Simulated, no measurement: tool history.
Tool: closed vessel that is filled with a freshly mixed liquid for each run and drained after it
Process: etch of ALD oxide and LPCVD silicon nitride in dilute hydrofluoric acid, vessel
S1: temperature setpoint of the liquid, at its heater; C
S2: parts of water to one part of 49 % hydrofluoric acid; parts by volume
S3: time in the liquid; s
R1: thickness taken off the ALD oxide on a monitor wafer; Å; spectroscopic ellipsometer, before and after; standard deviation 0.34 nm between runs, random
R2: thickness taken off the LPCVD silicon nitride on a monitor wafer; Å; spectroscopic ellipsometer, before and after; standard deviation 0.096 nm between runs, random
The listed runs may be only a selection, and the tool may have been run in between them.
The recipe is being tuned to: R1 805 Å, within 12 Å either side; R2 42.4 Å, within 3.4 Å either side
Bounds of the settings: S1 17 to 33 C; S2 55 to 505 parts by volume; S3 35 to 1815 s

Run 1, hour 0: S1 25 C, S2 280 parts by volume, S3 925 s. Result: R1 360.45 Å, R2 18.423 Å.
Run 2, hour 4.3: S1 25 C, S2 205 parts by volume, S3 925 s. Result: R1 525.05 Å, R2 26.091 Å.
Run 3, hour 12.7: S1 26 C, S2 195 parts by volume, S3 925 s. Result: R1 579.24 Å, R2 28.84 Å.
Run 4, hour 21.6: S1 26 C, S2 120 parts by volume, S3 925 s. Result: R1 1034.8 Å, R2 47.555 Å.
Run 5, hour 26.6: S1 25.5 C, S2 125 parts by volume, S3 930 s. Result: R1 970.81 Å, R2 43.333 Å.
Run 6, hour 32.1: S1 26 C, S2 135 parts by volume, S3 935 s. Result: R1 911 Å, R2 41.501 Å.
Run 7, hour 33.7: S1 26 C, S2 140 parts by volume, S3 940 s. Result: R1 876.29 Å, R2 40.462 Å.
Run 8, hour 43.2: S1 26.5 C, S2 145 parts by volume, S3 945 s. Result: R1 866.21 Å, R2 40.529 Å.
Run 9, hour 50.5: S1 27 C, S2 150 parts by volume, S3 950 s. Result: R1 848.5 Å, R2 40.899 Å.
Run 10, hour 54.2: S1 28.5 C, S2 175 parts by volume, S3 970 s. Result: R1 765.2 Å, R2 40.657 Å.
Run 11, hour 58.4: S1 28.5 C, S2 160 parts by volume, S3 965 s. Result: R1 839.64 Å, R2 45.043 Å.

Below are 4 possible settings for the next run. Only one of them brings all results inside the allowed miss of their targets. Which is it?
Run A, hour 62.6: S1 30 C, S2 150 parts by volume, S3 805 s. Result: R1 ?, R2 ?.
Run B, hour 62.6: S1 24 C, S2 110 parts by volume, S3 685 s. Result: R1 ?, R2 ?.
Run C, hour 62.6: S1 22 C, S2 110 parts by volume, S3 805 s. Result: R1 ?, R2 ?.
Run D, hour 62.6: S1 29 C, S2 175 parts by volume, S3 1100 s. Result: R1 ?, R2 ?.

move      R1      R2
   A  801.62  40.703
   B  780.46   32.28
   C  847.19  33.233
   D   877.5  44.752
A: in spec on every target
B: moves the result that the last run missed by most past its target, out the other side
C: lands further from the targets than the last run did
D: lands further from the targets than the last run did
Correct choice: A, which meets every target
